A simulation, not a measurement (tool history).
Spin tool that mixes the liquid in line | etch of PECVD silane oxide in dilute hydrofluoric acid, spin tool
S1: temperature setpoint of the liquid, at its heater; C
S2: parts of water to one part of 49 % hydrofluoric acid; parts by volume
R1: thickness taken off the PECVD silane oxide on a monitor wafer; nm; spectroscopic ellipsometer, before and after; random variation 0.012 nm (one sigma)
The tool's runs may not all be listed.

run 1 day=0.000 | S1=25.0 S2=190 time_under_the_liquid_(s)=15 | R1=2.5465
run 2 day=0.358 | S1=25.0 S2=245 time_under_the_liquid_(s)=15 | R1=1.8538
run 3 day=0.579 | S1=25.0 S2=245 time_under_the_liquid_(s)=15 | R1=1.8770
run 4 day=0.721 | S1=25.0 S2=245 time_under_the_liquid_(s)=15 | R1=1.8522
run 5 day=1.004 | S1=24.0 S2=245 time_under_the_liquid_(s)=15 | R1=1.7933
run 6 day=1.283 | S1=22.0 S2=245 time_under_the_liquid_(s)=15 | R1=1.6905

Run 7 comes next. What will it give?
run 7 day=1.346 | S1=21.5 S2=245 time_under_the_liquid_(s)=15 | R1=?

{"run 7": {"R1": 1.6167}}

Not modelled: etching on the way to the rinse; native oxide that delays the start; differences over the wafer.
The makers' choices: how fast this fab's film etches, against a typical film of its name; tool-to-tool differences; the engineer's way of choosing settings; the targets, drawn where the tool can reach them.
